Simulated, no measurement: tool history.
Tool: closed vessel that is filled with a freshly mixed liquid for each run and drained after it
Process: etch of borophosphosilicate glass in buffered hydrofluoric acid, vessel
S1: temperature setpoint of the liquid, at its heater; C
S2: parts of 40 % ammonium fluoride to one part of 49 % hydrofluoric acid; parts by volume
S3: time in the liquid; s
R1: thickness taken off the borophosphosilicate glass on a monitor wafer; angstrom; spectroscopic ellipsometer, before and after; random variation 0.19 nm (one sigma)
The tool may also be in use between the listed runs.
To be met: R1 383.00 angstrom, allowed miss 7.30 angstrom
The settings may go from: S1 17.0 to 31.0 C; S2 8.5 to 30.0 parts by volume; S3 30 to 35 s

{"run": 1, "hour": 0.0, "S1": 23.0, "S2": 23.5, "S3": 35, "R1": 545.19}
{"run": 2, "hour": 8.7, "S1": 23.0, "S2": 23.5, "S3": 30, "R1": 469.37}
{"run": 3, "hour": 10.6, "S1": 23.0, "S2": 17.0, "S3": 30, "R1": 606.45}
{"run": 4, "hour": 12.7, "S1": 23.0, "S2": 17.0, "S3": 35, "R1": 716.41}
{"run": 5, "hour": 16.0, "S1": 21.5, "S2": 18.5, "S3": 35, "R1": 605.34}
{"hour": 23.8, "done": "thermometer replaced"}
{"run": 6, "hour": 23.8, "S1": 21.5, "S2": 23.0, "S3": 35, "R1": 443.09}
{"run": 7, "hour": 31.0, "S1": 21.0, "S2": 23.0, "S3": 35, "R1": 430.34}
{"run": 8, "hour": 36.8, "S1": 20.5, "S2": 23.0, "S3": 35, "R1": 421.07}
{"run": 9, "hour": 45.3, "S1": 20.0, "S2": 23.0, "S3": 35, "R1": 413.11}
{"run": 10, "hour": 46.3, "S1": 19.5, "S2": 23.0, "S3": 35, "R1": 400.69}

Which of these 5 next moves meets every target?
{"run": "A", "hour": 47.3, "S1": 20.0, "S2": 21.5, "S3": 35, "R1": "?"}
{"run": "B", "hour": 47.3, "S1": 21.5, "S2": 25.5, "S3": 35, "R1": "?"}
{"run": "C", "hour": 47.3, "S1": 19.5, "S2": 24.5, "S3": 35, "R1": "?"}
{"run": "D", "hour": 47.3, "S1": 19.0, "S2": 17.0, "S3": 30, "R1": "?"}
{"run": "E", "hour": 47.3, "S1": 19.5, "S2": 22.5, "S3": 35, "R1": "?"}

move=A R1=435.33
move=B R1=420.27
move=C R1=386.70
move=D R1=435.94
move=E R1=410.24
A: further off than the last run
B: further off than the last run
C: meets every target
D: further off than the last run
E: further off than the last run
The right move is C.
